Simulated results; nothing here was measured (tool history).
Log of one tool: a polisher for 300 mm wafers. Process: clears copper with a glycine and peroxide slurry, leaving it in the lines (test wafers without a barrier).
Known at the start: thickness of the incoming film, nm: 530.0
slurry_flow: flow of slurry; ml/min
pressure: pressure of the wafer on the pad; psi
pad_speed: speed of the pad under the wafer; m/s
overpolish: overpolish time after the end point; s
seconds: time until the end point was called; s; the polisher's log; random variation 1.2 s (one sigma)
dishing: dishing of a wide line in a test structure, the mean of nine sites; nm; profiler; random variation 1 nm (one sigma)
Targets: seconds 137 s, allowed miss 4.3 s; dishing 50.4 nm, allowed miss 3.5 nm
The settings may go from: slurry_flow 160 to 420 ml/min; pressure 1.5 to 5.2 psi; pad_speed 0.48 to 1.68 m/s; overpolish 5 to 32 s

run	day	slurry_flow	pressure	pad_speed	overpolish	seconds	dishing
1	0	270	3.3	1.08	16	84.057	59.963
2	0.246	270	2.8	1.08	17	95.242	55.324
3	0.475	270	2.5	1.06	18	106.35	53.002
4	0.838	270	2.3	1.06	19	114.96	51.955
5	1.012	270	2.3	1.06	14	114.2	39.053
6	1.35	225	2.3	1.06	14	117.4	39.2
7	1.704	200	1.7	1.04	22	156.06	46.021
8	2.021	200	1.7	1.04	22	155.31	46.364
9	2.212	220	1.7	1.04	22	152.16	45.869
10	2.296	235	1.7	1.04	22	149.36	46.895
11	2.471	235	1.7	1.04	22	150.98	46.38
12	2.75	235	1.7	1.04	22	152.22	46.193
13	2.983	250	1.7	1.04	22	148.81	45.941
14	3.346	260	1.7	1.04	22	147.56	46.88
15	3.417	270	1.7	1.04	22	144.47	48.326

5 next moves are on the table. One of them brings every result within its allowed miss. Which?
A	3.488	275	2	1.06	18	?	?
B	3.488	245	2.1	1.04	18	?	?
C	3.488	330	1.6	1.16	22	?	?
D	3.488	315	1.7	1	18	?	?
E	3.488	260	1.6	1.12	21	?	?

move	seconds	dishing
A	126.92	45.229
B	126.38	45.489
C	137.08	49.151
D	147.29	40.031
E	145.68	45.349
A: takes the result that was furthest off past its target
B: takes the result that was furthest off past its target
C: meets every target
D: further off than the last run
E: further off than the last run
Move C is the one to make.
